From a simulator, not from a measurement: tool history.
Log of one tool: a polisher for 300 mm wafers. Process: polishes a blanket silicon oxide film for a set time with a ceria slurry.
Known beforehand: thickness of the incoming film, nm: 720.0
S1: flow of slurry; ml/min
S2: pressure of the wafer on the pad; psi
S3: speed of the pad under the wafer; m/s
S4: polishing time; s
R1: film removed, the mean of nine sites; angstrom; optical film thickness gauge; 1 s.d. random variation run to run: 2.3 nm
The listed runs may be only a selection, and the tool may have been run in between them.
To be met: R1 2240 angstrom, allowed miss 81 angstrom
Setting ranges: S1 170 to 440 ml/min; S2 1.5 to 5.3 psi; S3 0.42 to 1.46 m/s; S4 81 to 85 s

run	day	S1	S2	S3	S4	R1
1	0	280	3.4	0.94	81	4369.7
2	0.192	280	3.2	0.92	81	4059.6
3	0.354	280	3	0.9	81	3748.6
4	0.512	280	2.8	0.88	81	3403.1
5	0.571	280	2.6	0.88	81	3276.9
6	0.883	280	2.2	0.88	81	2814.3
7	0.979	280	2.1	0.88	81	2745.4
8	1.183	280	2	0.88	81	2614.5
9	1.212	280	1.9	0.88	81	2517.3

Which single option among these 4 for the next run brings every result within its allowed miss of target? Just one does.
A	1.242	345	2.5	0.72	85	?
B	1.242	220	2	0.88	85	?
C	1.242	280	1.8	0.82	81	?
D	1.242	270	2.4	0.84	81	?

move	R1
A	2818
B	2717.6
C	2284.8
D	2944.2
A: the biggest miss grows against the last run
B: the biggest miss grows against the last run
C: every result lands within tolerance
D: the biggest miss grows against the last run
C is the move that brings every result within its allowed miss.
